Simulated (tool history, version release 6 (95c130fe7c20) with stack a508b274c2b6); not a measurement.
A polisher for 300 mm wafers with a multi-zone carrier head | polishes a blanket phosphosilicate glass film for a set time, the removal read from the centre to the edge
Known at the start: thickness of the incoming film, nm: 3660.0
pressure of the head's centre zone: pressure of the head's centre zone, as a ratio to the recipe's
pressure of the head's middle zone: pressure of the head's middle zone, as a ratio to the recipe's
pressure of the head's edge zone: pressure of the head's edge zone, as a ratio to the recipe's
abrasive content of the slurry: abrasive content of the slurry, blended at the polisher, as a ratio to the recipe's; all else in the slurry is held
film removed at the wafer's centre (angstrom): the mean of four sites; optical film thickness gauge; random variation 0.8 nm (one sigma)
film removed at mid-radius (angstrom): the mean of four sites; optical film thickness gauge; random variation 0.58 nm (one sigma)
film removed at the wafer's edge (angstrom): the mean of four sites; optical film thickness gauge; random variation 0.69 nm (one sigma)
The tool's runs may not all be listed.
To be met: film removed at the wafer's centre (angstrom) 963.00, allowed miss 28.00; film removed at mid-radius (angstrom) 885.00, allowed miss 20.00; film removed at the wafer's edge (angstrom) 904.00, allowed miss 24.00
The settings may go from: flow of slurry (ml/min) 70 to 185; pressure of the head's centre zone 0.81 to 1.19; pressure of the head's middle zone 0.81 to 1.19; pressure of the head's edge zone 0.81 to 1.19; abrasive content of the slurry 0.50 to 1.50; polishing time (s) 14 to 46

| run | hour | flow of slurry (ml/min) | pressure of the head's centre zone | pressure of the head's middle zone | pressure of the head's edge zone | abrasive content of the slurry | polishing time (s) | film removed at the wafer's centre (angstrom) | film removed at mid-radius (angstrom) | film removed at the wafer's edge (angstrom) |
|---|---|---|---|---|---|---|---|---|---|---|
| 1 | 0.0 | 120 | 1.00 | 1.00 | 1.00 | 1.00 | 30 | 1582.20 | 1522.80 | 1584.00 |
| 2 | 7.6 | 135 | 1.00 | 1.00 | 1.00 | 1.00 | 30 | 1636.60 | 1567.30 | 1626.80 |
| 3 | 15.3 | 155 | 1.00 | 1.00 | 1.00 | 1.00 | 30 | 1684.90 | 1589.20 | 1643.40 |
| 4 | 24.2 | 155 | 1.00 | 1.00 | 1.00 | 1.00 | 36 | 2010.90 | 1930.10 | 1969.80 |
| 5 | 26.4 | 150 | 0.99 | 0.99 | 0.97 | 0.90 | 33 | 1710.10 | 1661.20 | 1692.10 |
| 6 | 27.3 | 145 | 1.00 | 0.98 | 0.94 | 0.80 | 31 | 1549.00 | 1447.50 | 1455.50 |
| 7 | 28.8 | 115 | 0.90 | 0.88 | 0.84 | 0.55 | 25 | 853.32 | 843.52 | 894.82 |
| 8 | 35.5 | 120 | 0.91 | 0.88 | 0.83 | 0.55 | 25 | 881.78 | 850.40 | 879.89 |
| 9 | 43.5 | 125 | 0.91 | 0.88 | 0.83 | 0.55 | 25 | 874.49 | 867.98 | 872.97 |
| 10 | 51.8 | 125 | 0.92 | 0.88 | 0.84 | 0.55 | 25 | 895.69 | 863.76 | 892.05 |
| 11 | 58.3 | 130 | 0.93 | 0.88 | 0.84 | 0.55 | 25 | 908.92 | 885.33 | 891.52 |
| 12 | 66.0 | 130 | 0.94 | 0.88 | 0.84 | 0.55 | 25 | 925.46 | 866.69 | 884.67 |

Which of these 5 next moves meets every target?
| A | 73.7 | 110 | 0.98 | 0.91 | 0.83 | 0.55 | 26 | ? | ? | ? |
| B | 73.7 | 155 | 0.92 | 0.91 | 0.81 | 0.70 | 21 | ? | ? | ? |
| C | 73.7 | 115 | 0.89 | 0.83 | 0.88 | 0.50 | 27 | ? | ? | ? |
| D | 73.7 | 150 | 0.95 | 0.97 | 0.96 | 0.50 | 24 | ? | ? | ? |
| E | 73.7 | 120 | 0.88 | 0.91 | 0.86 | 0.55 | 26 | ? | ? | ? |

| move | film removed at the wafer's centre (angstrom) | film removed at mid-radius (angstrom) | film removed at the wafer's edge (angstrom) |
|---|---|---|---|
| A | 954.52 | 889.48 | 909.06 |
| B | 902.12 | 887.49 | 878.74 |
| C | 857.12 | 834.84 | 920.21 |
| D | 866.20 | 856.57 | 883.81 |
| E | 876.01 | 907.72 | 936.35 |
A: meets every target
B: further off than the last run
C: further off than the last run
D: further off than the last run
E: further off than the last run
Move A is the one to make.

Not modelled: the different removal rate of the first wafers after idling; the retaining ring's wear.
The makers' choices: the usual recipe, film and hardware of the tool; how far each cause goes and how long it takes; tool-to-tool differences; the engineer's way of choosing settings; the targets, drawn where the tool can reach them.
